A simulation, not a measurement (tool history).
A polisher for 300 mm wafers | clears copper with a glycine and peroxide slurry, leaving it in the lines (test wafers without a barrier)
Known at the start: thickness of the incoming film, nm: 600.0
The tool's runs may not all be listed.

| run | hour | flow of slurry (ml/min) | pressure of the wafer on the pad (psi) | speed of the pad under the wafer (cm/s) | overpolish time after the end point (s) | time until the end point was called (s) | dishing of a wide line in a test structure (angstrom) |
|---|---|---|---|---|---|---|---|
| 1 | 0 | 225 | 3 | 104 | 16 | 94.887 | 707.2 |
| 2 | 2.9 | 225 | 3 | 104 | 17 | 93.619 | 749.32 |
| 3 | 7.3 | 225 | 2.5 | 104 | 17 | 109.08 | 635.52 |
| 4 | 15.1 | 225 | 2.6 | 104 | 18 | 104.67 | 690.38 |
| 5 | 22.3 | 225 | 2.7 | 104 | 19 | 104.18 | 726.62 |
| 6 | 30.6 | 225 | 2.8 | 104 | 20 | 100.65 | 781.95 |

Forecast run 7:
| 7 | 31.9 | 225 | 2.8 | 104 | 21 | ? | ? |

time until the end point was called (s): 98.864
dishing of a wide line in a test structure (angstrom): 829.54

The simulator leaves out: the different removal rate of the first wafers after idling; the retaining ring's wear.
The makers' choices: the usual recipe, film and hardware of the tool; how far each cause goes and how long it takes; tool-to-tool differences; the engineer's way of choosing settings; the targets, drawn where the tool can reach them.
